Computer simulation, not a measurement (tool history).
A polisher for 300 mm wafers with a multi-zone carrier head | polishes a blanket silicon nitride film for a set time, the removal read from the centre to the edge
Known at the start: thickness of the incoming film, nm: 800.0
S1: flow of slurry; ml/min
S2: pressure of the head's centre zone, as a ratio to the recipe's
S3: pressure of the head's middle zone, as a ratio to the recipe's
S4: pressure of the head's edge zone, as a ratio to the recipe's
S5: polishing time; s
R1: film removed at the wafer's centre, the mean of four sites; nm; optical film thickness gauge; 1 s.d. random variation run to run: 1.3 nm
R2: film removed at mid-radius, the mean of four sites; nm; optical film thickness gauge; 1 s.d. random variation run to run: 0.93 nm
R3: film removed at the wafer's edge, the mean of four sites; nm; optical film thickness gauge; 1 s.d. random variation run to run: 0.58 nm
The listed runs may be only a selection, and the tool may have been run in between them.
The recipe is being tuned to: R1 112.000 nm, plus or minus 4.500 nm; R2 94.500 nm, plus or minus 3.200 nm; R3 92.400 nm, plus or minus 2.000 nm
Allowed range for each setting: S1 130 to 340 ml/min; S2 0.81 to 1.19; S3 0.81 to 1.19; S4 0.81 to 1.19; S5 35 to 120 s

| run | hour | S1 | S2 | S3 | S4 | S5 | R1 | R2 | R3 |
|---|---|---|---|---|---|---|---|---|---|
| 1 | 0.0 | 220 | 1.00 | 1.00 | 1.00 | 77 | 177.230 | 173.660 | 176.580 |
| 2 | 5.7 | 215 | 1.02 | 0.99 | 0.97 | 69 | 162.330 | 153.470 | 154.840 |
| 3 | 6.2 | 210 | 1.03 | 0.98 | 0.94 | 63 | 145.720 | 136.720 | 136.310 |
| 4 | 8.5 | 205 | 1.04 | 0.97 | 0.92 | 60 | 141.110 | 129.180 | 131.110 |
| 5 | 12.4 | 205 | 1.04 | 0.97 | 0.85 | 60 | 140.910 | 128.130 | 126.310 |
| 6 | 18.4 | 200 | 1.05 | 0.97 | 0.84 | 56 | 135.930 | 120.550 | 116.110 |
| 7 | 22.4 | 150 | 1.04 | 0.91 | 0.81 | 41 | 89.726 | 79.213 | 80.079 |
| 8 | 24.5 | 210 | 1.07 | 0.94 | 0.82 | 40 | 96.282 | 83.885 | 82.674 |
| 9 | 29.3 | 220 | 1.09 | 0.95 | 0.84 | 40 | 100.400 | 85.740 | 83.780 |
| 10 | 34.7 | 230 | 1.10 | 0.96 | 0.86 | 40 | 103.980 | 85.804 | 84.885 |
| 11 | 38.1 | 240 | 1.10 | 0.97 | 0.87 | 40 | 102.830 | 88.196 | 85.582 |
| 12 | 40.9 | 240 | 1.11 | 0.98 | 0.89 | 40 | 104.130 | 89.357 | 86.348 |
| 13 | 42.6 | 245 | 1.12 | 0.98 | 0.91 | 40 | 104.840 | 89.536 | 87.018 |
| 14 | 49.9 | 245 | 1.13 | 0.98 | 0.92 | 40 | 107.770 | 88.720 | 88.720 |
| 15 | 53.9 | 245 | 1.13 | 0.98 | 0.92 | 40 | 105.130 | 89.016 | 87.765 |
| 16 | 55.8 | 245 | 1.14 | 0.99 | 0.93 | 40 | 106.240 | 89.587 | 89.660 |
| 17 | 64.3 | 285 | 1.17 | 1.03 | 0.94 | 40 | 111.110 | 94.098 | 90.490 |

Consider the 5 candidate settings below. Which is the only one whose results all fall within their allowed miss of target?
| A | 72.8 | 205 | 1.10 | 0.98 | 0.86 | 42 | ? | ? | ? |
| B | 72.8 | 335 | 1.19 | 1.04 | 0.84 | 40 | ? | ? | ? |
| C | 72.8 | 340 | 1.12 | 0.99 | 0.92 | 41 | ? | ? | ? |
| D | 72.8 | 290 | 1.18 | 1.02 | 0.93 | 39 | ? | ? | ? |
| E | 72.8 | 325 | 1.15 | 1.08 | 0.91 | 39 | ? | ? | ? |

| move | R1 | R2 | R3 |
|---|---|---|---|
| A | 105.730 | 90.244 | 88.557 |
| B | 116.160 | 95.768 | 87.153 |
| C | 112.280 | 94.301 | 93.254 |
| D | 110.580 | 90.569 | 88.079 |
| E | 109.200 | 96.170 | 87.877 |
A: misses by more than the last run did
B: misses by more than the last run did
C: every result within its allowed miss
D: misses by more than the last run did
E: misses by more than the last run did
Move C is the one to make.
